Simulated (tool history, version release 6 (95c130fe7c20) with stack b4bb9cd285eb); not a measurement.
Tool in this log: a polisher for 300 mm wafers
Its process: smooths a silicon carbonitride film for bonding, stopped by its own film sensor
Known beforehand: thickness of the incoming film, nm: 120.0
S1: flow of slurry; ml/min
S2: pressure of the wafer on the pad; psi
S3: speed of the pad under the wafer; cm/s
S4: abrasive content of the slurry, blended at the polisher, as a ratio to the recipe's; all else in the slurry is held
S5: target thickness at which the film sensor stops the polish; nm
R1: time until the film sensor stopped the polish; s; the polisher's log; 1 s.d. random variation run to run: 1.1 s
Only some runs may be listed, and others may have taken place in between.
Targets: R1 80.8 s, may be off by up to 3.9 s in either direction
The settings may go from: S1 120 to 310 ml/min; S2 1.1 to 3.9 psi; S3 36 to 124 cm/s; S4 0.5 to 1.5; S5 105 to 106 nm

run	hour	S1	S2	S3	S4	S5	R1
1	0	200	2.5	80	1	105	51.659
2	3.5	200	2.2	80	1	105	57.389
3	6.7	200	2	80	1	105	62.52
4	14.2	200	2	94	1	105	57.193
5	21.9	200	1.8	94	1	105	64.255
6	24.7	200	1.7	94	1	105	65.332
# hour 32.2: head pressure recalibrated
7	32.2	200	1.6	94	1	105	62.113
8	36.1	200	1.5	90	1	105	69.016
9	39.1	200	1.4	88	1	105	73.288

Of the 5 settings listed for the next run, only one would bring every result within its allowed miss of target. Which one?
A	42.1	195	1.2	80	1.05	105	?
B	42.1	245	1.5	98	0.8	106	?
C	42.1	195	1.3	82	1.05	105	?
D	42.1	205	1.1	88	0.95	106	?
E	42.1	190	1.3	78	0.9	105	?

move	R1
A	89.116
B	63.843
C	81.03
D	87.119
E	91.13
A: the result that was furthest off in the last run now lies on the other side of its target
B: its largest miss is bigger than the last run's
C: hits every target within its allowed miss
D: the result that was furthest off in the last run now lies on the other side of its target
E: the result that was furthest off in the last run now lies on the other side of its target
Move C is the one to make.
